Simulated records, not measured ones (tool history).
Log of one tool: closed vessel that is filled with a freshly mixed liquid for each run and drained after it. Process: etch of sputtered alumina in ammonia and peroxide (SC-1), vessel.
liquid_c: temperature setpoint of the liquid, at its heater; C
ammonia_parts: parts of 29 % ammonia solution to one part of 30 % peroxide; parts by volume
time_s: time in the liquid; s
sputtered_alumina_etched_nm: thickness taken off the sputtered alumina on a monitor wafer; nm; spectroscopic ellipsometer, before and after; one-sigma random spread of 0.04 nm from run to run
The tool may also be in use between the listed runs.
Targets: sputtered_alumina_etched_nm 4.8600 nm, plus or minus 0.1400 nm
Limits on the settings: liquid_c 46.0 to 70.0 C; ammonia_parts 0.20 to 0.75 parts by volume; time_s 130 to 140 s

{"run": 1, "day": 0.0, "liquid_c": 62.0, "ammonia_parts": 0.45, "time_s": 130, "sputtered_alumina_etched_nm": 9.2953}
{"run": 2, "day": 0.146, "liquid_c": 62.0, "ammonia_parts": 0.55, "time_s": 130, "sputtered_alumina_etched_nm": 9.5223}
{"run": 3, "day": 0.279, "liquid_c": 58.5, "ammonia_parts": 0.55, "time_s": 130, "sputtered_alumina_etched_nm": 8.0795}
{"run": 4, "day": 0.5, "liquid_c": 55.5, "ammonia_parts": 0.55, "time_s": 130, "sputtered_alumina_etched_nm": 6.8298}
{"run": 5, "day": 0.742, "liquid_c": 55.5, "ammonia_parts": 0.45, "time_s": 130, "sputtered_alumina_etched_nm": 6.7504}
{"run": 6, "day": 0.908, "liquid_c": 53.5, "ammonia_parts": 0.45, "time_s": 130, "sputtered_alumina_etched_nm": 5.9927}
{"run": 7, "day": 0.962, "liquid_c": 52.5, "ammonia_parts": 0.45, "time_s": 130, "sputtered_alumina_etched_nm": 5.6589}
{"run": 8, "day": 1.042, "liquid_c": 51.5, "ammonia_parts": 0.45, "time_s": 130, "sputtered_alumina_etched_nm": 5.4098}
{"run": 9, "day": 1.346, "liquid_c": 51.0, "ammonia_parts": 0.45, "time_s": 130, "sputtered_alumina_etched_nm": 5.282}
{"run": 10, "day": 1.483, "liquid_c": 50.5, "ammonia_parts": 0.45, "time_s": 130, "sputtered_alumina_etched_nm": 5.0223}
{"run": 11, "day": 1.575, "liquid_c": 50.5, "ammonia_parts": 0.45, "time_s": 130, "sputtered_alumina_etched_nm": 5.1043}

Which of these 4 next moves meets every target?
{"run": "A", "day": 1.667, "liquid_c": 48.5, "ammonia_parts": 0.4, "time_s": 130, "sputtered_alumina_etched_nm": "?"}
{"run": "B", "day": 1.667, "liquid_c": 49.5, "ammonia_parts": 0.45, "time_s": 130, "sputtered_alumina_etched_nm": "?"}
{"run": "C", "day": 1.667, "liquid_c": 49.5, "ammonia_parts": 0.5, "time_s": 135, "sputtered_alumina_etched_nm": "?"}
{"run": "D", "day": 1.667, "liquid_c": 49.0, "ammonia_parts": 0.35, "time_s": 130, "sputtered_alumina_etched_nm": "?"}

move=A sputtered_alumina_etched_nm=4.4871
move=B sputtered_alumina_etched_nm=4.7962
move=C sputtered_alumina_etched_nm=5.0308
move=D sputtered_alumina_etched_nm=4.5551
A: carries the result that was furthest off beyond its target, to the other side
B: meets every target
C: nearer than the last run, and not there yet
D: carries the result that was furthest off beyond its target, to the other side
B is the move that brings every result within its allowed miss.

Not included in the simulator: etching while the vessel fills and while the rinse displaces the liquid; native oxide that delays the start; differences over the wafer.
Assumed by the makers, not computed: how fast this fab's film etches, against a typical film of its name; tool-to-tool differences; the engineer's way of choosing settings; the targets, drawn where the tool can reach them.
